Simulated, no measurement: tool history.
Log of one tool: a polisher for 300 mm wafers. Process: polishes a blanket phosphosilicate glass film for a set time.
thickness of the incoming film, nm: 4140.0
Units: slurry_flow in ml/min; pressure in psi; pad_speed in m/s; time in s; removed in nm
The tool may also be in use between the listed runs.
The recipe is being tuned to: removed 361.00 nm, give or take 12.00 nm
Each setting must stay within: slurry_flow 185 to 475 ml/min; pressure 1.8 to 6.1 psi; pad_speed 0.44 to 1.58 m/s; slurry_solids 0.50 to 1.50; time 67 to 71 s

{"run": 1, "hour": 0.0, "slurry_flow": 305, "pressure": 3.9, "pad_speed": 1.0, "slurry_solids": 1.0, "time": 67, "removed": 578.01}
{"run": 2, "hour": 2.7, "slurry_flow": 305, "pressure": 3.9, "pad_speed": 1.0, "slurry_solids": 1.15, "time": 67, "removed": 628.7}
{"run": 3, "hour": 3.9, "slurry_flow": 305, "pressure": 3.9, "pad_speed": 0.9, "slurry_solids": 1.15, "time": 67, "removed": 584.79}
{"run": 4, "hour": 8.0, "slurry_flow": 305, "pressure": 3.5, "pad_speed": 0.9, "slurry_solids": 1.15, "time": 67, "removed": 543.94}
{"run": 5, "hour": 8.9, "slurry_flow": 305, "pressure": 3.5, "pad_speed": 0.78, "slurry_solids": 1.15, "time": 67, "removed": 497.36}
{"run": 6, "hour": 14.7, "slurry_flow": 305, "pressure": 3.5, "pad_speed": 0.78, "slurry_solids": 0.95, "time": 67, "removed": 461.8}
{"run": 7, "hour": 22.0, "slurry_flow": 305, "pressure": 3.3, "pad_speed": 0.78, "slurry_solids": 0.95, "time": 67, "removed": 442.12}
{"run": 8, "hour": 28.0, "slurry_flow": 305, "pressure": 3.1, "pad_speed": 0.78, "slurry_solids": 0.95, "time": 67, "removed": 425.2}
{"run": 9, "hour": 32.1, "slurry_flow": 305, "pressure": 2.9, "pad_speed": 0.78, "slurry_solids": 0.95, "time": 67, "removed": 408.5}
{"run": 10, "hour": 37.5, "slurry_flow": 305, "pressure": 2.8, "pad_speed": 0.78, "slurry_solids": 0.95, "time": 67, "removed": 401.62}
{"run": 11, "hour": 44.1, "slurry_flow": 305, "pressure": 2.7, "pad_speed": 0.78, "slurry_solids": 0.95, "time": 67, "removed": 385.23}
{"run": 12, "hour": 45.6, "slurry_flow": 305, "pressure": 2.6, "pad_speed": 0.78, "slurry_solids": 0.95, "time": 67, "removed": 384.61}

Which of these 5 next moves meets every target?
{"run": "A", "hour": 47.1, "slurry_flow": 240, "pressure": 3.0, "pad_speed": 1.02, "slurry_solids": 0.6, "time": 71, "removed": "?"}
{"run": "B", "hour": 47.1, "slurry_flow": 310, "pressure": 2.7, "pad_speed": 0.62, "slurry_solids": 1.1, "time": 71, "removed": "?"}
{"run": "C", "hour": 47.1, "slurry_flow": 375, "pressure": 2.6, "pad_speed": 0.78, "slurry_solids": 0.8, "time": 68, "removed": "?"}
{"run": "D", "hour": 47.1, "slurry_flow": 310, "pressure": 3.1, "pad_speed": 0.66, "slurry_solids": 1.15, "time": 67, "removed": "?"}
{"run": "E", "hour": 47.1, "slurry_flow": 325, "pressure": 2.6, "pad_speed": 0.82, "slurry_solids": 0.85, "time": 71, "removed": "?"}

move=A removed=398.99
move=B removed=379.28
move=C removed=360.12
move=D removed=410.78
move=E removed=395.59
A: lands further from the targets than the last run did
B: nearer the targets than the last run, but a result is still out of spec
C: all results in spec
D: lands further from the targets than the last run did
E: lands further from the targets than the last run did
Go with C: it meets all targets.
